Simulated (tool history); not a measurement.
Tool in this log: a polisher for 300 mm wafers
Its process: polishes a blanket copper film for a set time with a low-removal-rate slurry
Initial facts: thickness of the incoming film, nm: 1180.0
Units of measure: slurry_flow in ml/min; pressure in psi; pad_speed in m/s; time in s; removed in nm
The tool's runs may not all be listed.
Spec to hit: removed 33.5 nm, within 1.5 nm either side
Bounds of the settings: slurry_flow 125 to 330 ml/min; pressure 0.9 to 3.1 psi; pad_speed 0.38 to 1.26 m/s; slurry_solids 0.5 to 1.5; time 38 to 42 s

run 1 day=0 | slurry_flow=210 pressure=2 pad_speed=0.82 slurry_solids=1 time=42 | removed=56.212
run 2 day=0.096 | slurry_flow=180 pressure=2 pad_speed=0.82 slurry_solids=1 time=42 | removed=56.435
run 3 day=0.354 | slurry_flow=215 pressure=2 pad_speed=0.82 slurry_solids=1 time=42 | removed=56.725
run 4 day=0.483 | slurry_flow=215 pressure=1.7 pad_speed=0.82 slurry_solids=1 time=42 | removed=47.105
run 5 day=0.725 | slurry_flow=215 pressure=1.5 pad_speed=0.82 slurry_solids=1 time=42 | removed=42.124
run 6 day=1.042 | slurry_flow=175 pressure=1.5 pad_speed=0.82 slurry_solids=1 time=42 | removed=41.311
run 7 day=1.408 | slurry_flow=175 pressure=1.4 pad_speed=0.82 slurry_solids=1 time=42 | removed=38.652
run 8 day=1.55 | slurry_flow=175 pressure=1.4 pad_speed=0.82 slurry_solids=1 time=42 | removed=39.111
run 9 day=1.758 | slurry_flow=175 pressure=1.3 pad_speed=0.82 slurry_solids=1 time=42 | removed=36.032

Which one of the following 4 next-run settings gets every result inside its allowed miss? There is exactly one.
run A day=1.967 | slurry_flow=165 pressure=1.5 pad_speed=0.8 slurry_solids=1.05 time=39 | removed=?
run B day=1.967 | slurry_flow=180 pressure=1 pad_speed=1.04 slurry_solids=1.05 time=38 | removed=?
run C day=1.967 | slurry_flow=235 pressure=1 pad_speed=0.82 slurry_solids=1.2 time=42 | removed=?
run D day=1.967 | slurry_flow=185 pressure=1.1 pad_speed=1 slurry_solids=1.15 time=42 | removed=?

move=A removed=38.309
move=B removed=32.989
move=C removed=30.362
move=D removed=39.2
A: lands further from the targets than the last run did
B: hits every target within its allowed miss
C: carries the result that was furthest off beyond its target, to the other side
D: lands further from the targets than the last run did
Move B is the one to make.
